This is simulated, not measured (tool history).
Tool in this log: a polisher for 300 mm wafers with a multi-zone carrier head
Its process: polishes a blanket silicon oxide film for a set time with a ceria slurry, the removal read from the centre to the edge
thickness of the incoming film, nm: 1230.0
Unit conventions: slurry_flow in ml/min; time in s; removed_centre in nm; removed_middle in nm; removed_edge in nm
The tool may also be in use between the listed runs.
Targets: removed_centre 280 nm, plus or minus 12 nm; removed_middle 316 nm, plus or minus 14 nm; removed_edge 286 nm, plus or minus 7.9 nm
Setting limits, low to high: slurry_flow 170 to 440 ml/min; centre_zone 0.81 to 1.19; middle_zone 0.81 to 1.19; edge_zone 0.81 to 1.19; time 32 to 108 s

{"run": 1, "hour": 0.0, "slurry_flow": 280, "centre_zone": 1, "middle_zone": 1, "edge_zone": 1, "time": 70, "removed_centre": 399.74, "removed_middle": 417.32, "removed_edge": 397.73}
{"run": 2, "hour": 4.9, "slurry_flow": 275, "centre_zone": 0.98, "middle_zone": 1, "edge_zone": 0.98, "time": 66, "removed_centre": 378.11, "removed_middle": 390.51, "removed_edge": 375.48}
{"run": 3, "hour": 9.5, "slurry_flow": 275, "centre_zone": 0.96, "middle_zone": 1.02, "edge_zone": 0.97, "time": 62, "removed_centre": 342.59, "removed_middle": 367.78, "removed_edge": 350.88}
{"run": 4, "hour": 13.5, "slurry_flow": 205, "centre_zone": 0.96, "middle_zone": 1.02, "edge_zone": 0.97, "time": 62, "removed_centre": 329.59, "removed_middle": 363.54, "removed_edge": 342.14}
{"run": 5, "hour": 21.4, "slurry_flow": 205, "centre_zone": 0.96, "middle_zone": 0.93, "edge_zone": 0.97, "time": 62, "removed_centre": 328.57, "removed_middle": 334.54, "removed_edge": 338.24}
{"run": 6, "hour": 23.2, "slurry_flow": 170, "centre_zone": 0.96, "middle_zone": 0.93, "edge_zone": 0.97, "time": 62, "removed_centre": 314.89, "removed_middle": 321.31, "removed_edge": 331.97}
{"run": 7, "hour": 31.2, "slurry_flow": 175, "centre_zone": 0.95, "middle_zone": 0.95, "edge_zone": 0.95, "time": 60, "removed_centre": 314.13, "removed_middle": 327.91, "removed_edge": 317.12}
{"run": 8, "hour": 33.7, "slurry_flow": 175, "centre_zone": 0.93, "middle_zone": 0.95, "edge_zone": 0.94, "time": 59, "removed_centre": 294.7, "removed_middle": 314.39, "removed_edge": 314.12}
{"run": 9, "hour": 34.7, "slurry_flow": 175, "centre_zone": 0.93, "middle_zone": 0.96, "edge_zone": 0.92, "time": 58, "removed_centre": 297.59, "removed_middle": 315.43, "removed_edge": 306.55}
{"run": 10, "hour": 35.8, "slurry_flow": 175, "centre_zone": 0.92, "middle_zone": 0.97, "edge_zone": 0.91, "time": 57, "removed_centre": 283.66, "removed_middle": 318.38, "removed_edge": 303.46}
{"run": 11, "hour": 37.0, "slurry_flow": 175, "centre_zone": 0.92, "middle_zone": 0.97, "edge_zone": 0.9, "time": 57, "removed_centre": 291.7, "removed_middle": 311, "removed_edge": 302.31}
{"run": 12, "hour": 41.4, "slurry_flow": 180, "centre_zone": 0.88, "middle_zone": 1.04, "edge_zone": 0.84, "time": 55, "removed_centre": 265.43, "removed_middle": 315.69, "removed_edge": 282.45}

4 next moves are on the table. One of them brings every result within its allowed miss. Which?
{"run": "A", "hour": 45.8, "slurry_flow": 175, "centre_zone": 0.93, "middle_zone": 1.03, "edge_zone": 0.85, "time": 56, "removed_centre": "?", "removed_middle": "?", "removed_edge": "?"}
{"run": "B", "hour": 45.8, "slurry_flow": 290, "centre_zone": 0.81, "middle_zone": 1.06, "edge_zone": 0.85, "time": 52, "removed_centre": "?", "removed_middle": "?", "removed_edge": "?"}
{"run": "C", "hour": 45.8, "slurry_flow": 170, "centre_zone": 0.81, "middle_zone": 1.07, "edge_zone": 0.9, "time": 55, "removed_centre": "?", "removed_middle": "?", "removed_edge": "?"}
{"run": "D", "hour": 45.8, "slurry_flow": 180, "centre_zone": 0.92, "middle_zone": 0.92, "edge_zone": 0.87, "time": 55, "removed_centre": "?", "removed_middle": "?", "removed_edge": "?"}

move=A removed_centre=287.37 removed_middle=321.77 removed_edge=290.81
move=B removed_centre=254.15 removed_middle=325.92 removed_edge=283.48
move=C removed_centre=248.56 removed_middle=323.62 removed_edge=290.76
move=D removed_centre=280.78 removed_middle=292.64 removed_edge=289.48
A: all results in spec
B: moves away from the targets compared with the last run
C: moves away from the targets compared with the last run
D: corrects the largest miss of the last run, while another result sits out of spec
A meets every target.

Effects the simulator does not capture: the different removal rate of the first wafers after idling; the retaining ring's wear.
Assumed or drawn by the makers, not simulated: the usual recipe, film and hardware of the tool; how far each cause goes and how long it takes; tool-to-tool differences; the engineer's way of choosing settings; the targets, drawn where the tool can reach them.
